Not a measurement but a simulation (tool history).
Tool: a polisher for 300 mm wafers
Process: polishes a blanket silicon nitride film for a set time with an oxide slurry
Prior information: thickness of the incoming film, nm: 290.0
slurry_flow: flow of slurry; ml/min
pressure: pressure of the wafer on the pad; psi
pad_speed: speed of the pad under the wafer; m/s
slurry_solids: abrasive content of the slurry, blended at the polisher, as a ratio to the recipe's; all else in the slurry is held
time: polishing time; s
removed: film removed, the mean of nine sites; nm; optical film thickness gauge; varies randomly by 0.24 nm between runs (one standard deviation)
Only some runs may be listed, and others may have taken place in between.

run  hour  slurry_flow  pressure  pad_speed  slurry_solids  time  removed
  1     0          120       4.1       0.86              1    83   50.688
  2   7.7          105       4.1       0.86              1    83   48.208
  3  11.3          100       3.8       0.86              1    83   45.342
  4  12.4          100       3.8       0.86           0.85    83   40.732
  5  13.4           95       3.7       0.86           0.85    83   39.115
  6  16.3           95       3.7       0.86           0.85    87   41.469
  7  17.1           90       3.5       0.86           0.85    87   39.043

Run 8 comes next. What will it give?
  8  25.4           90       3.5       0.86           0.85    87        ?

removed: 38.703 nm
